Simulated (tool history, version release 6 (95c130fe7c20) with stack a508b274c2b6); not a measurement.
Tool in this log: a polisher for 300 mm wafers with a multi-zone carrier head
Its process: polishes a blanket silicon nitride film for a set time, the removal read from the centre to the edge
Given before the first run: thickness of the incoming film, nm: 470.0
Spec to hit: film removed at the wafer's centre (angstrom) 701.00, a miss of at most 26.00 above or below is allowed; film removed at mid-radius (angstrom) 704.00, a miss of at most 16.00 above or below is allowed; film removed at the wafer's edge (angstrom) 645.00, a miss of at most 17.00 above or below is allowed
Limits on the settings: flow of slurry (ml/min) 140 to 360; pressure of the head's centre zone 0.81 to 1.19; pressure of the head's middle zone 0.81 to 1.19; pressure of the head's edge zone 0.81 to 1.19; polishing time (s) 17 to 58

run,day,flow of slurry (ml/min),pressure of the head's centre zone,pressure of the head's middle zone,pressure of the head's edge zone,polishing time (s),film removed at the wafer's centre (angstrom),film removed at mid-radius (angstrom),film removed at the wafer's edge (angstrom)
1,0.000,230,1.00,1.00,1.00,37,784.78,811.65,797.80
2,0.225,225,1.00,1.00,0.97,36,762.81,789.73,760.43
3,0.279,220,1.00,0.99,0.94,36,760.82,783.32,743.12
4,0.538,215,1.00,0.98,0.92,36,757.25,764.99,736.62
5,0.775,215,1.00,0.98,0.92,43,911.23,921.51,875.59
6,0.817,215,1.00,0.98,0.99,43,908.68,904.09,900.95
7,1.033,210,1.00,0.98,0.96,41,875.71,869.83,850.94
8,1.112,205,1.00,0.98,0.94,40,859.42,848.35,815.53
9,1.312,195,0.99,0.97,0.92,39,825.34,817.77,794.04
10,1.483,200,0.99,0.97,0.91,38,786.95,796.70,769.82

Next run, 5 choices. One meets every target within its allowed miss, the rest don't. Which?
A,1.654,205,1.03,0.97,0.88,31,?,?,?
B,1.654,205,1.05,0.81,0.93,40,?,?,?
C,1.654,175,1.03,1.02,0.87,33,?,?,?
D,1.654,145,1.16,0.97,0.84,40,?,?,?
E,1.654,210,1.02,1.11,0.81,32,?,?,?

move,film removed at the wafer's centre (angstrom),film removed at mid-radius (angstrom),film removed at the wafer's edge (angstrom)
A,673.48,649.68,616.52
B,885.05,727.51,817.63
C,695.26,700.40,639.27
D,906.87,782.13,741.09
E,691.96,751.07,613.99
A: takes the biggest miss from the last run beyond its target
B: further off than the last run
C: every result lands within tolerance
D: further off than the last run
E: takes the biggest miss from the last run beyond its target
Go with C: it meets all targets.

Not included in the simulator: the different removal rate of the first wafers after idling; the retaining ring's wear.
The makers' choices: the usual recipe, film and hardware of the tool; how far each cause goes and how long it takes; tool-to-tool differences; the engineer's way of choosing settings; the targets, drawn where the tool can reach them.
